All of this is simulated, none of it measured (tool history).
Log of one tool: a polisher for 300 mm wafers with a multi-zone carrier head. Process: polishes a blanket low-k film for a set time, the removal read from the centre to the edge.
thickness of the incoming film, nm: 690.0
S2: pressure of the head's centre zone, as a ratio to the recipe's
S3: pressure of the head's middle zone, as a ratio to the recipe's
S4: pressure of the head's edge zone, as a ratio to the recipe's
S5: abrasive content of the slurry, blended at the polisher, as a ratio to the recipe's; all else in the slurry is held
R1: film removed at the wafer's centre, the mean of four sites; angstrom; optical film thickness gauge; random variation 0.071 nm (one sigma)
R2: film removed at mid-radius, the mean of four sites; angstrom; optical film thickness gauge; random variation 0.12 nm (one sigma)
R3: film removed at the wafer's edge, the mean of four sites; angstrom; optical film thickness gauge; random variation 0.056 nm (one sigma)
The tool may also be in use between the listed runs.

{"run": 1, "day": 0.0, "flow of slurry (ml/min)": 150, "S2": 1.0, "S3": 1.0, "S4": 1.0, "S5": 1.0, "polishing time (s)": 64, "R1": 171.11, "R2": 174.81, "R3": 177.21}
{"run": 2, "day": 0.246, "flow of slurry (ml/min)": 140, "S2": 0.96, "S3": 1.0, "S4": 0.96, "S5": 0.85, "polishing time (s)": 55, "R1": 127.89, "R2": 140.69, "R3": 134.8}
{"run": 3, "day": 0.346, "flow of slurry (ml/min)": 130, "S2": 0.92, "S3": 0.96, "S4": 0.93, "S5": 0.75, "polishing time (s)": 50, "R1": 102.48, "R2": 111.22, "R3": 112.84}
{"run": 4, "day": 0.667, "flow of slurry (ml/min)": 130, "S2": 0.92, "S3": 0.96, "S4": 0.93, "S5": 0.65, "polishing time (s)": 50, "R1": 92.431, "R2": 102.67, "R3": 102.26}
{"run": 5, "day": 0.867, "flow of slurry (ml/min)": 125, "S2": 0.9, "S3": 0.96, "S4": 0.91, "S5": 0.6, "polishing time (s)": 48, "R1": 81.642, "R2": 93.597, "R3": 93.833}
{"run": 6, "day": 1.083, "flow of slurry (ml/min)": 120, "S2": 0.9, "S3": 0.96, "S4": 0.88, "S5": 0.55, "polishing time (s)": 47, "R1": 76.101, "R2": 85.638, "R3": 84.065}

The next listed run, before its measurement:
{"run": 7, "day": 1.25, "flow of slurry (ml/min)": 115, "S2": 0.89, "S3": 0.96, "S4": 0.87, "S5": 0.55, "polishing time (s)": 47, "R1": "?", "R2": "?", "R3": "?"}

{"run 7": {"R1": 73.879, "R2": 81.789, "R3": 84.167}}
